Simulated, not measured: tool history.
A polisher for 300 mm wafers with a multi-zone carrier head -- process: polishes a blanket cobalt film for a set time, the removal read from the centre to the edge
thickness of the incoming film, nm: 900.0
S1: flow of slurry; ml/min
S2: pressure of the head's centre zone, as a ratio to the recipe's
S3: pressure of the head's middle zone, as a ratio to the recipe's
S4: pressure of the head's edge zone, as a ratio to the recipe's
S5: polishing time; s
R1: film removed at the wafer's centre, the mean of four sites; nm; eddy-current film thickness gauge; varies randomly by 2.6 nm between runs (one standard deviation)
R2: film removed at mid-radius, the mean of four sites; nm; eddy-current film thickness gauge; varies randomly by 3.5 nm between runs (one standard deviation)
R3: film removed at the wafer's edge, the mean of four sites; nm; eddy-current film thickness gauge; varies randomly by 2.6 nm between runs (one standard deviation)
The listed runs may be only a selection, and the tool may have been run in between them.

Run 1, hour 0.0: S1 270 ml/min, S2 1.00, S3 1.00, S4 1.00, S5 65 s. Result: R1 324.50 nm, R2 312.62 nm, R3 336.04 nm.
Run 2, hour 1.1: S1 270 ml/min, S2 1.00, S3 1.00, S4 1.00, S5 59 s. Result: R1 291.67 nm, R2 285.26 nm, R3 305.03 nm.
Run 3, hour 6.8: S1 265 ml/min, S2 0.96, S3 1.03, S4 0.96, S5 58 s. Result: R1 272.65 nm, R2 289.28 nm, R3 289.39 nm.
Run 4, hour 12.8: S1 265 ml/min, S2 0.96, S3 0.99, S4 0.96, S5 58 s. Result: R1 275.79 nm, R2 278.73 nm, R3 289.71 nm.
Run 5, hour 13.5: S1 260 ml/min, S2 0.93, S3 1.01, S4 0.94, S5 58 s. Result: R1 266.42 nm, R2 279.77 nm, R3 292.75 nm.
Run 6, hour 21.6: S1 260 ml/min, S2 0.93, S3 1.01, S4 0.90, S5 58 s. Result: R1 270.94 nm, R2 276.72 nm, R3 279.05 nm.

Run 7 comes next. What will it give?
Run 7, hour 30.5: S1 255 ml/min, S2 0.90, S3 1.04, S4 0.89, S5 58 s. Result: R1 ?, R2 ?, R3 ?.

Run 7 yielded R1 255.02 nm, R2 285.83 nm, R3 280.75 nm.

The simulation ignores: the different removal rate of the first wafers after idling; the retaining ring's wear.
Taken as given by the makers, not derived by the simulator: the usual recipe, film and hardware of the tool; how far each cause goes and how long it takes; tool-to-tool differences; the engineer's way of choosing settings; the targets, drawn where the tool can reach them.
